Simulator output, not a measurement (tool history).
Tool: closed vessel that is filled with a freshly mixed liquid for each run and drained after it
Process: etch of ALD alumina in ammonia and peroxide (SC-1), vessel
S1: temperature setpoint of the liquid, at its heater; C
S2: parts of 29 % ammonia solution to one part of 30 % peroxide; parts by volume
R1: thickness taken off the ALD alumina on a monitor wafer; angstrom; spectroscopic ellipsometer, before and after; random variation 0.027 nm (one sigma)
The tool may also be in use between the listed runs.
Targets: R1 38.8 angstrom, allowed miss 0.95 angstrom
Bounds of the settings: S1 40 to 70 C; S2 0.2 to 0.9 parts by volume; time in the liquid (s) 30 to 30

run 1 hour=0 | S1=56 S2=0.5 time_in_the_liquid_(s)=30 | R1=20.401
run 2 hour=6.7 | S1=56 S2=0.6 time_in_the_liquid_(s)=30 | R1=20.644
run 3 hour=9 | S1=56 S2=0.6 time_in_the_liquid_(s)=30 | R1=20.854
run 4 hour=9.9 | S1=60 S2=0.6 time_in_the_liquid_(s)=30 | R1=25.108
run 5 hour=11 | S1=60 S2=0.7 time_in_the_liquid_(s)=30 | R1=25.871
run 6 hour=14.7 | S1=53 S2=0.7 time_in_the_liquid_(s)=30 | R1=17.78
run 7 hour=22.9 | S1=58 S2=0.7 time_in_the_liquid_(s)=30 | R1=23.157
run 8 hour=29.9 | S1=61.5 S2=0.7 time_in_the_liquid_(s)=30 | R1=27.947
run 9 hour=35.2 | S1=69 S2=0.7 time_in_the_liquid_(s)=30 | R1=40.099

5 next moves are on the table. One of them brings every result within its allowed miss. Which?
run A hour=40.5 | S1=70 S2=0.65 time_in_the_liquid_(s)=30 | R1=?
run B hour=40.5 | S1=68 S2=0.7 time_in_the_liquid_(s)=30 | R1=?
run C hour=40.5 | S1=69 S2=0.75 time_in_the_liquid_(s)=30 | R1=?
run D hour=40.5 | S1=70 S2=0.8 time_in_the_liquid_(s)=30 | R1=?
run E hour=40.5 | S1=70 S2=0.7 time_in_the_liquid_(s)=30 | R1=?

move=A R1=41.494
move=B R1=37.936
move=C R1=40.08
move=D R1=42.313
move=E R1=41.784
A: further off than the last run
B: meets every target
C: as far off as the last run
D: further off than the last run
E: further off than the last run
Answer: B
